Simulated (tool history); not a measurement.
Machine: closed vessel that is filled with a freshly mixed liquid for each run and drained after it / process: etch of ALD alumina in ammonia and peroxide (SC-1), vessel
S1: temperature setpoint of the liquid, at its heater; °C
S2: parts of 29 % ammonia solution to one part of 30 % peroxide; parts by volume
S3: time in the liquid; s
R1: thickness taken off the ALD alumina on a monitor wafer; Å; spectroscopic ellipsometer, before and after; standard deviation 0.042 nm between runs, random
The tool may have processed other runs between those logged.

| run | hour | S1 | S2 | S3 | R1 |
|---|---|---|---|---|---|
| 1 | 0 | 58 | 0.5 | 30 | 35.214 |
| 2 | 7 | 58 | 0.5 | 30 | 35.753 |
| 3 | 9 | 59 | 0.5 | 30 | 37.105 |
| 4 | 16.3 | 60 | 0.5 | 30 | 39.293 |
| 5 | 17.1 | 61 | 0.5 | 30 | 40.883 |
| 6 | 25.3 | 62 | 0.5 | 30 | 43.323 |
| 7 | 29.6 | 62.5 | 0.5 | 30 | 44.836 |

For run 8, what comes out?
| 8 | 34.7 | 63 | 0.5 | 30 | ? |

R1: 45.725 Å
